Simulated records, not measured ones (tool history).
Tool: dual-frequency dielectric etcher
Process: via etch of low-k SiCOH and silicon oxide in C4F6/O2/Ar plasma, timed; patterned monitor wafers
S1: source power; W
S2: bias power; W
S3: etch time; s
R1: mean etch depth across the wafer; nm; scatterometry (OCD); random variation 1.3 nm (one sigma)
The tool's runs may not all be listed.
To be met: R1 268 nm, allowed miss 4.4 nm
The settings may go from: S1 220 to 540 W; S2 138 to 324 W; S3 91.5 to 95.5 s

run  hour   S1   S2    S3      R1
  1     0  380  231  91.5  240.99
  2   7.1  380  252  91.5  247.92
  3  11.9  380  252  95.5  257.04
  4  14.2  380  253  95.5  255.01
  5  19.6  380  253  95.5  257.07
  6  24.6  380  253  95.5  257.18
  7    29  380  254  95.5  257.79
  8  34.7  400  256  95.5  263.58

5 next moves are on the table. One of them brings every result within its allowed miss. Which?
  A  40.4  390  274    93   ?
  B  40.4  440  248    95   ?
  C  40.4  410  248  94.5   ?
  D  40.4  410  262    93   ?
  E  40.4  420  223  94.5   ?

move      R1
   A  257.26
   B  266.09
   C  258.74
   D  258.29
   E  253.88
A: further off than the last run
B: meets every target
C: further off than the last run
D: further off than the last run
E: further off than the last run
Move B is the one to make.

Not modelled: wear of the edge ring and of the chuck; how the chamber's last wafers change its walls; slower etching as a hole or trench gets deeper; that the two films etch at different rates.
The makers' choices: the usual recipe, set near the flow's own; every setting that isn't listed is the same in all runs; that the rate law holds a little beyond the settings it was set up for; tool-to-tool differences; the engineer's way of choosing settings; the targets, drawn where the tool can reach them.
